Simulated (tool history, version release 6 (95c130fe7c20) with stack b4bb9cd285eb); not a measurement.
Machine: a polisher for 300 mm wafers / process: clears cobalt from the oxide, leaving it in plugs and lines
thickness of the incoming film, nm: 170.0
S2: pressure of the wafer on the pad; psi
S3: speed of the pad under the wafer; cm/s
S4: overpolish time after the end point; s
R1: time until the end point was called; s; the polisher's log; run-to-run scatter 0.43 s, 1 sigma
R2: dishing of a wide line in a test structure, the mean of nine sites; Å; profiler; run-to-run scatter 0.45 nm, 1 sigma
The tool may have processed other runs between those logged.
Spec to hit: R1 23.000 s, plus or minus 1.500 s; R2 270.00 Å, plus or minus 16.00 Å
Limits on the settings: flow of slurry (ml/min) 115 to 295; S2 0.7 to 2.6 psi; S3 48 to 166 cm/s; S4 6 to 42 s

run 1 hour=0.0 | flow_of_slurry_(ml/min)=190 S2=1.6 S3=106 S4=21 | R1=34.690 R2=435.72
run 2 hour=3.3 | flow_of_slurry_(ml/min)=190 S2=1.8 S3=106 S4=21 | R1=31.311 R2=451.50
run 3 hour=10.5 | flow_of_slurry_(ml/min)=185 S2=2.0 S3=100 S4=17 | R1=29.582 R2=405.98
run 4 hour=18.5 | flow_of_slurry_(ml/min)=185 S2=2.0 S3=100 S4=12 | R1=30.275 R2=357.51
run 5 hour=22.4 | flow_of_slurry_(ml/min)=165 S2=2.2 S3=98 S4=10 | R1=28.201 R2=329.68
run 6 hour=26.7 | flow_of_slurry_(ml/min)=150 S2=2.3 S3=98 S4=9 | R1=27.479 R2=307.03
run 7 hour=27.8 | flow_of_slurry_(ml/min)=140 S2=2.4 S3=100 S4=8 | R1=26.169 R2=296.16
run 8 hour=30.2 | flow_of_slurry_(ml/min)=135 S2=2.5 S3=102 S4=7 | R1=24.939 R2=279.05
run 9 hour=32.6 | flow_of_slurry_(ml/min)=135 S2=2.5 S3=104 S4=7 | R1=24.595 R2=283.31
run 10 hour=36.6 | flow_of_slurry_(ml/min)=130 S2=2.5 S3=106 S4=7 | R1=24.678 R2=287.54

Consider the 4 candidate settings below. Which is the only one whose results all fall within their allowed miss of target?
run A hour=40.6 | flow_of_slurry_(ml/min)=130 S2=2.6 S3=106 S4=6 | R1=? R2=?
run B hour=40.6 | flow_of_slurry_(ml/min)=115 S2=2.6 S3=132 S4=6 | R1=? R2=?
run C hour=40.6 | flow_of_slurry_(ml/min)=160 S2=2.6 S3=122 S4=6 | R1=? R2=?
run D hour=40.6 | flow_of_slurry_(ml/min)=115 S2=2.5 S3=100 S4=6 | R1=? R2=?

move=A R1=22.538 R2=259.31
move=B R1=18.790 R2=293.14
move=C R1=18.815 R2=292.96
move=D R1=25.577 R2=236.84
A: all results in spec
B: the result that was furthest off in the last run now lies on the other side of its target
C: the result that was furthest off in the last run now lies on the other side of its target
D: the biggest miss grows against the last run
So the answer is move A, the one that meets all the targets.

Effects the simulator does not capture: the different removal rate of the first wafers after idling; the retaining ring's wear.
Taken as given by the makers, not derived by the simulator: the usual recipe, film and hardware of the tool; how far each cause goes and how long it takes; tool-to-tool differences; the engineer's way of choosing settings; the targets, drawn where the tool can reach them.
